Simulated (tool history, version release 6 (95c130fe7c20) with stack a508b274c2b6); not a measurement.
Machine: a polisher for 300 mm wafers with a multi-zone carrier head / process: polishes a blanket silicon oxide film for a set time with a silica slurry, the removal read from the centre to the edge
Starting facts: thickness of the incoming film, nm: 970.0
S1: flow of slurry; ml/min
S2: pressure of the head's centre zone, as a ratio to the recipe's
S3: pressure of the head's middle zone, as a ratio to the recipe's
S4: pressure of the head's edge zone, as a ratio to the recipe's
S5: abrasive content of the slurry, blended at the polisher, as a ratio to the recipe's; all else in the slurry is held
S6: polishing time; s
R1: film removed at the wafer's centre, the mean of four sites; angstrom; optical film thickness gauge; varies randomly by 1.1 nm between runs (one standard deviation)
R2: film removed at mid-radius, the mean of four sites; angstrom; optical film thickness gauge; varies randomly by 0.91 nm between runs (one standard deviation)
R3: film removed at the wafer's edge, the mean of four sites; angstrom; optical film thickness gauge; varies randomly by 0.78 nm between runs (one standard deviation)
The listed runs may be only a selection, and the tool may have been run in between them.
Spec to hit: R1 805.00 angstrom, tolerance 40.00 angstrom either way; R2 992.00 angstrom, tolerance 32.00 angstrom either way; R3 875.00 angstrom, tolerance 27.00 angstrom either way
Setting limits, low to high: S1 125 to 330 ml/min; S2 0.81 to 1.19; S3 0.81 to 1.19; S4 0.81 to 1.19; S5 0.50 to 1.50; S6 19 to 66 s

run    day   S1    S2    S3    S4    S5  S6       R1       R2       R3
  1  0.000  210  1.00  1.00  1.00  1.00  42  1217.20  1205.90  1187.30
  2  0.046  210  0.94  1.00  1.00  1.00  42  1125.60  1210.30  1181.30
  3  0.312  210  0.94  1.00  1.05  1.00  42  1119.80  1212.60  1203.60
  4  0.512  210  0.86  1.00  1.05  1.00  42  1028.80  1209.90  1232.80
  5  0.858  210  0.86  1.00  1.01  1.00  42  1010.20  1198.80  1183.40
  6  1.225  205  0.86  1.01  0.96  0.90  42   951.65  1152.40  1107.80
  7  1.475  205  0.91  1.06  0.86  0.65  41   763.13   924.63   801.74
  8  1.817  220  0.91  1.06  0.88  0.65  41   779.60   911.20   811.17

Next run, 4 choices. One meets every target within its allowed miss, the rest don't. Which?
  A  2.158  240  1.01  1.11  0.84  0.60  39   ?   ?   ?
  B  2.158  265  0.86  1.06  0.87  0.65  43   ?   ?   ?
  C  2.158  260  0.96  0.89  0.97  0.80  35   ?   ?   ?
  D  2.158  270  0.86  0.93  0.98  0.50  54   ?   ?   ?

move      R1       R2      R3
   A  791.37   869.48  714.27
   B  807.38  1005.30  867.59
   C  859.01   836.33  872.35
   D  784.15   881.99  892.07
A: lands further from the targets than the last run did
B: in spec on every target
C: lands further from the targets than the last run did
D: lands further from the targets than the last run did
B is the move that brings every result within its allowed miss.
